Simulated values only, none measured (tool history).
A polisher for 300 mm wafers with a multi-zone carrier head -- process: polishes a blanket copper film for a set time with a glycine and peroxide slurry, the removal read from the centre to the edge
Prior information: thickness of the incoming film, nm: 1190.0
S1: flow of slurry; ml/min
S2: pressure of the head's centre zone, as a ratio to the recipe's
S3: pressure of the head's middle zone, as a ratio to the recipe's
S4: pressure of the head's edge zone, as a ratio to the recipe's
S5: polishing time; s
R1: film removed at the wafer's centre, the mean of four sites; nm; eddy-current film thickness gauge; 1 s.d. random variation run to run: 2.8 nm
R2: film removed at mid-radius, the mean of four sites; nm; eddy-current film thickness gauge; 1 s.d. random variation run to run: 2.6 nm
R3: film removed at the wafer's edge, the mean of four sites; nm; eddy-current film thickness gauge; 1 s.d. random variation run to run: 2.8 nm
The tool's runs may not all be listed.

| run | hour | S1 | S2 | S3 | S4 | S5 | R1 | R2 | R3 |
|---|---|---|---|---|---|---|---|---|---|
| 1 | 0 | 190 | 1 | 1 | 1 | 39 | 199.92 | 195.47 | 195.67 |
| 2 | 8.4 | 225 | 1 | 1 | 1 | 39 | 206.79 | 204.61 | 200.4 |
| 3 | 12.5 | 225 | 0.96 | 1 | 1 | 39 | 196.95 | 200.91 | 201.6 |
| 4 | 20.5 | 230 | 0.98 | 1.01 | 1.01 | 40 | 209.81 | 212.22 | 207.1 |
| 5 | 22.1 | 230 | 0.98 | 1.01 | 1.01 | 32 | 166.47 | 168.64 | 165.13 |
| 6 | 29.3 | 230 | 0.99 | 1.02 | 1.02 | 34 | 176.02 | 182.32 | 172.32 |

Forecast run 7:
| 7 | 37.3 | 255 | 1.09 | 0.99 | 1.12 | 45 | ? | ? | ? |

{"run 7": {"R1": 258.62, "R2": 233.5, "R3": 244.5}}
